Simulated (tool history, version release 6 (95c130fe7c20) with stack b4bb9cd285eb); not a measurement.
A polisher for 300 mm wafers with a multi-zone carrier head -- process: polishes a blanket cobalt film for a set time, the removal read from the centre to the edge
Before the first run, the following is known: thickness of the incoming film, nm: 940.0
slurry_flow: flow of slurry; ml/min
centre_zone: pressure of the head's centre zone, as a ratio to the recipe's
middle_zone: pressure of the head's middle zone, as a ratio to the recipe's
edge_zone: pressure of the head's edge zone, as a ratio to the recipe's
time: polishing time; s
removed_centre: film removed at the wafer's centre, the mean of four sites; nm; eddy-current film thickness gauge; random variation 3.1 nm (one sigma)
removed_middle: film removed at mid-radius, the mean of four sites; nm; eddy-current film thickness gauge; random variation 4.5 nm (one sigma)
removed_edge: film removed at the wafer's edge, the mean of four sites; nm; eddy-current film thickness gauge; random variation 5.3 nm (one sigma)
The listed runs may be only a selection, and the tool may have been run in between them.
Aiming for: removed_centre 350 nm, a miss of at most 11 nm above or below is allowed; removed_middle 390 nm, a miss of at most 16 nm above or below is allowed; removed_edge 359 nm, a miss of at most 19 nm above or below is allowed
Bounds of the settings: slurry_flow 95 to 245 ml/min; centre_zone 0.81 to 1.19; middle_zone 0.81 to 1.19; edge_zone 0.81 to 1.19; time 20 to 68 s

{"run": 1, "hour": 0.0, "slurry_flow": 155, "centre_zone": 1, "middle_zone": 1, "edge_zone": 1, "time": 44, "removed_centre": 270.09, "removed_middle": 277.57, "removed_edge": 284.67}
{"run": 2, "hour": 8.5, "slurry_flow": 165, "centre_zone": 1.01, "middle_zone": 1.03, "edge_zone": 1.02, "time": 45, "removed_centre": 280.75, "removed_middle": 289.69, "removed_edge": 285.39}
{"run": 3, "hour": 10.4, "slurry_flow": 150, "centre_zone": 1.01, "middle_zone": 1.03, "edge_zone": 1.02, "time": 45, "removed_centre": 274.85, "removed_middle": 288.79, "removed_edge": 288.54}
{"run": 4, "hour": 19.2, "slurry_flow": 150, "centre_zone": 1.01, "middle_zone": 0.95, "edge_zone": 1.02, "time": 45, "removed_centre": 278.1, "removed_middle": 271.16, "removed_edge": 292.82}
{"run": 5, "hour": 21.0, "slurry_flow": 150, "centre_zone": 0.96, "middle_zone": 0.95, "edge_zone": 1.02, "time": 45, "removed_centre": 262.76, "removed_middle": 270.61, "removed_edge": 286.54}
{"run": 6, "hour": 23.5, "slurry_flow": 150, "centre_zone": 0.96, "middle_zone": 1.02, "edge_zone": 1.02, "time": 45, "removed_centre": 260.86, "removed_middle": 289.01, "removed_edge": 285.31}
{"run": 7, "hour": 26.8, "slurry_flow": 150, "centre_zone": 0.97, "middle_zone": 1.04, "edge_zone": 1.02, "time": 47, "removed_centre": 276.85, "removed_middle": 299.5, "removed_edge": 307.19}
{"run": 8, "hour": 32.2, "slurry_flow": 150, "centre_zone": 0.97, "middle_zone": 1.04, "edge_zone": 1.02, "time": 47, "removed_centre": 276.76, "removed_middle": 304.21, "removed_edge": 306.38}
{"run": 9, "hour": 37.7, "slurry_flow": 155, "centre_zone": 0.98, "middle_zone": 1.06, "edge_zone": 1.01, "time": 48, "removed_centre": 289.35, "removed_middle": 318.6, "removed_edge": 318.4}
{"run": 10, "hour": 42.9, "slurry_flow": 160, "centre_zone": 0.99, "middle_zone": 1.08, "edge_zone": 1, "time": 49, "removed_centre": 295.03, "removed_middle": 326.26, "removed_edge": 307.79}
{"run": 11, "hour": 45.6, "slurry_flow": 160, "centre_zone": 1, "middle_zone": 1.1, "edge_zone": 1.01, "time": 50, "removed_centre": 303.68, "removed_middle": 337.61, "removed_edge": 323.08}
{"run": 12, "hour": 48.1, "slurry_flow": 160, "centre_zone": 1, "middle_zone": 1.1, "edge_zone": 1.01, "time": 50, "removed_centre": 314.38, "removed_middle": 340.27, "removed_edge": 325.83}
{"run": 13, "hour": 51.9, "slurry_flow": 205, "centre_zone": 1.02, "middle_zone": 1.17, "edge_zone": 1.07, "time": 51, "removed_centre": 331.51, "removed_middle": 371.65, "removed_edge": 347.49}

Below are 5 possible settings for the next run. Only one of them brings all results inside the allowed miss of their targets. Which is it?
{"run": "A", "hour": 55.7, "slurry_flow": 210, "centre_zone": 0.95, "middle_zone": 1.19, "edge_zone": 1.11, "time": 52, "removed_centre": "?", "removed_middle": "?", "removed_edge": "?"}
{"run": "B", "hour": 55.7, "slurry_flow": 210, "centre_zone": 1.05, "middle_zone": 1.07, "edge_zone": 1.15, "time": 51, "removed_centre": "?", "removed_middle": "?", "removed_edge": "?"}
{"run": "C", "hour": 55.7, "slurry_flow": 205, "centre_zone": 0.95, "middle_zone": 1.17, "edge_zone": 1.05, "time": 53, "removed_centre": "?", "removed_middle": "?", "removed_edge": "?"}
{"run": "D", "hour": 55.7, "slurry_flow": 200, "centre_zone": 1.01, "middle_zone": 1.1, "edge_zone": 1.13, "time": 51, "removed_centre": "?", "removed_middle": "?", "removed_edge": "?"}
{"run": "E", "hour": 55.7, "slurry_flow": 245, "centre_zone": 1.02, "middle_zone": 1.17, "edge_zone": 1.06, "time": 52, "removed_centre": "?", "removed_middle": "?", "removed_edge": "?"}

move=A removed_centre=317.94 removed_middle=395.37 removed_edge=348.07
move=B removed_centre=342.81 removed_middle=358.37 removed_edge=348.09
move=C removed_centre=322.84 removed_middle=396.67 removed_edge=344.26
move=D removed_centre=327.95 removed_middle=363.33 removed_edge=343.15
move=E removed_centre=347.53 removed_middle=397.88 removed_edge=345.1
A: lands further from the targets than the last run did
B: meets the target for the result that was furthest off, but another lies outside its allowed miss
C: lands further from the targets than the last run did
D: lands further from the targets than the last run did
E: every result within its allowed miss
Move E is the one to make.

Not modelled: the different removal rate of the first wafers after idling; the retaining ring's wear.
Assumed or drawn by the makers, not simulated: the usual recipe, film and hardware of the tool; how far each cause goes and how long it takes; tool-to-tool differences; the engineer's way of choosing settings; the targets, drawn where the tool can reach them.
